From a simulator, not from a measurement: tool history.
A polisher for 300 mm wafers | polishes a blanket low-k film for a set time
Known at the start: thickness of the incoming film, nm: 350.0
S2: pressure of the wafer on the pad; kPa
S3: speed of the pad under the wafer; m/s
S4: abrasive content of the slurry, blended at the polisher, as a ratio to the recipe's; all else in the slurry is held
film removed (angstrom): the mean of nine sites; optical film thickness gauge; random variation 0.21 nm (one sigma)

Run 1, hour 0: flow of slurry (ml/min) 265, S2 13.8 kPa, S3 1.26 m/s, S4 1, polishing time (s) 51. Result: film removed (angstrom) 284.16.
Run 2, hour 7.1: flow of slurry (ml/min) 215, S2 13.8 kPa, S3 1.26 m/s, S4 1, polishing time (s) 51. Result: film removed (angstrom) 277.94.
Run 3, hour 8.6: flow of slurry (ml/min) 225, S2 14.5 kPa, S3 1.26 m/s, S4 1, polishing time (s) 51. Result: film removed (angstrom) 287.65.
Run 4, hour 10.3: flow of slurry (ml/min) 245, S2 15.2 kPa, S3 1.26 m/s, S4 1, polishing time (s) 51. Result: film removed (angstrom) 303.95.
Run 5, hour 17.3: flow of slurry (ml/min) 245, S2 17.9 kPa, S3 1.26 m/s, S4 1, polishing time (s) 51. Result: film removed (angstrom) 347.89.
Run 6, hour 23.3: flow of slurry (ml/min) 245, S2 17.9 kPa, S3 1.26 m/s, S4 1.2, polishing time (s) 51. Result: film removed (angstrom) 385.19.
Run 7, hour 24.9: flow of slurry (ml/min) 245, S2 17.9 kPa, S3 1.26 m/s, S4 1.2, polishing time (s) 51. Result: film removed (angstrom) 384.85.
Run 8, hour 26.3: flow of slurry (ml/min) 240, S2 17.2 kPa, S3 1.26 m/s, S4 1.2, polishing time (s) 51. Result: film removed (angstrom) 374.92.
Run 9, hour 31.4: flow of slurry (ml/min) 240, S2 16.5 kPa, S3 1.26 m/s, S4 1.2, polishing time (s) 51. Result: film removed (angstrom) 359.62.

Forecast run 10:
Run 10, hour 39.8: flow of slurry (ml/min) 240, S2 15.9 kPa, S3 1.26 m/s, S4 1.2, polishing time (s) 51. Result: film removed (angstrom) ?.

{"run 10": {"film removed (angstrom)": 347.85}}

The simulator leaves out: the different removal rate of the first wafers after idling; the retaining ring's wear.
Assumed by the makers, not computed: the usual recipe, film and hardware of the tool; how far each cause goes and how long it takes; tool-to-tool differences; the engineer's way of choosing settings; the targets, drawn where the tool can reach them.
